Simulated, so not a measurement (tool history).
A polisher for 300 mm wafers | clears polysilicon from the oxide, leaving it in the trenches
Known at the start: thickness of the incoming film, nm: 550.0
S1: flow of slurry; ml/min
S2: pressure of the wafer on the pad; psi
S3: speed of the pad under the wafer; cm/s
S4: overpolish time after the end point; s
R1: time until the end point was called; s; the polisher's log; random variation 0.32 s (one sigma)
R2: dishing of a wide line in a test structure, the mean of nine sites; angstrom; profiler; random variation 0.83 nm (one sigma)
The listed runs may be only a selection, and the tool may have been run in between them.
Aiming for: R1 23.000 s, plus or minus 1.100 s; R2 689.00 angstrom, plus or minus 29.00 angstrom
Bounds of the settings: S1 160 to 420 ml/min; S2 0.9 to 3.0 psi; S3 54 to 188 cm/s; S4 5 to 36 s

{"run": 1, "hour": 0.0, "S1": 270, "S2": 1.9, "S3": 120, "S4": 18, "R1": 42.397, "R2": 668.81}
{"run": 2, "hour": 3.5, "S1": 270, "S2": 2.0, "S3": 120, "S4": 17, "R1": 40.147, "R2": 675.54}
{"run": 3, "hour": 6.5, "S1": 270, "S2": 2.1, "S3": 120, "S4": 16, "R1": 37.746, "R2": 674.97}
{"run": 4, "hour": 14.5, "S1": 270, "S2": 2.2, "S3": 120, "S4": 15, "R1": 35.539, "R2": 681.68}
{"run": 5, "hour": 22.2, "S1": 270, "S2": 2.3, "S3": 120, "S4": 14, "R1": 34.119, "R2": 650.99}
{"hour": 24.1, "done": "slurry nozzle cleaned"}
{"run": 6, "hour": 24.1, "S1": 270, "S2": 2.3, "S3": 120, "S4": 21, "R1": 34.128, "R2": 690.8}
{"run": 7, "hour": 33.0, "S1": 270, "S2": 2.4, "S3": 120, "S4": 21, "R1": 32.742, "R2": 685.75}
{"run": 8, "hour": 34.4, "S1": 270, "S2": 2.5, "S3": 120, "S4": 21, "R1": 30.148, "R2": 686.91}
{"run": 9, "hour": 35.0, "S1": 270, "S2": 3.0, "S3": 122, "S4": 18, "R1": 25.554, "R2": 687.88}

Which one of the following 4 next-run settings gets every result inside its allowed miss? There is exactly one.
{"run": "A", "hour": 35.6, "S1": 250, "S2": 2.9, "S3": 110, "S4": 17, "R1": "?", "R2": "?"}
{"run": "B", "hour": 35.6, "S1": 185, "S2": 2.9, "S3": 108, "S4": 20, "R1": "?", "R2": "?"}
{"run": "C", "hour": 35.6, "S1": 210, "S2": 3.0, "S3": 108, "S4": 15, "R1": "?", "R2": "?"}
{"run": "D", "hour": 35.6, "S1": 240, "S2": 3.0, "S3": 134, "S4": 14, "R1": "?", "R2": "?"}

move=A R1=29.514 R2=678.48
move=B R1=31.380 R2=680.79
move=C R1=29.745 R2=673.78
move=D R1=23.693 R2=679.16
A: misses by more than the last run did
B: misses by more than the last run did
C: misses by more than the last run did
D: hits every target within its allowed miss
D meets every target.

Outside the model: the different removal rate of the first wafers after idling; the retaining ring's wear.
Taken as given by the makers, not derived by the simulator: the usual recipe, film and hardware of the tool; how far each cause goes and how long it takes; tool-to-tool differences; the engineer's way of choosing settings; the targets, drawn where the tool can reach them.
